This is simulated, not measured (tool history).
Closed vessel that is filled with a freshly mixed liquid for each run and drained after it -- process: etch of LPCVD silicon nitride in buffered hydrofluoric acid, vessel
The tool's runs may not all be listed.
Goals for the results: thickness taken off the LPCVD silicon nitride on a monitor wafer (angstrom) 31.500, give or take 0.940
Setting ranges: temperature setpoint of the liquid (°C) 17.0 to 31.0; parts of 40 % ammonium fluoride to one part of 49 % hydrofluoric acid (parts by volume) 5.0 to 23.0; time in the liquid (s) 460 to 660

run,hour,temperature setpoint of the liquid (°C),parts of 40 % ammonium fluoride to one part of 49 % hydrofluoric acid (parts by volume),time in the liquid (s),thickness taken off the LPCVD silicon nitride on a monitor wafer (angstrom)
1,0.0,23.0,14.0,660,64.791
2,3.7,23.0,14.0,660,64.964
3,7.1,25.5,14.0,660,74.315
4,9.5,23.5,15.5,655,59.892
5,17.0,23.5,13.5,655,69.036
6,22.7,20.5,13.5,655,58.764
7,24.3,17.0,18.0,630,34.483
8,26.6,17.0,18.5,630,33.250
9,35.3,17.0,19.0,630,32.726

Exercise: of the 4 proposed moves below, exactly one satisfies all targets within the stated allowed misses. Which move is it?
A,44.0,17.0,18.0,630,?
B,44.0,17.0,20.0,630,?
C,44.0,19.5,22.0,655,?
D,44.0,18.0,19.0,635,?

move,thickness taken off the LPCVD silicon nitride on a monitor wafer (angstrom)
A,34.286
B,30.893
C,34.664
D,34.683
A: its largest miss is bigger than the last run's
B: every result lands within tolerance
C: its largest miss is bigger than the last run's
D: its largest miss is bigger than the last run's
The right move is B.

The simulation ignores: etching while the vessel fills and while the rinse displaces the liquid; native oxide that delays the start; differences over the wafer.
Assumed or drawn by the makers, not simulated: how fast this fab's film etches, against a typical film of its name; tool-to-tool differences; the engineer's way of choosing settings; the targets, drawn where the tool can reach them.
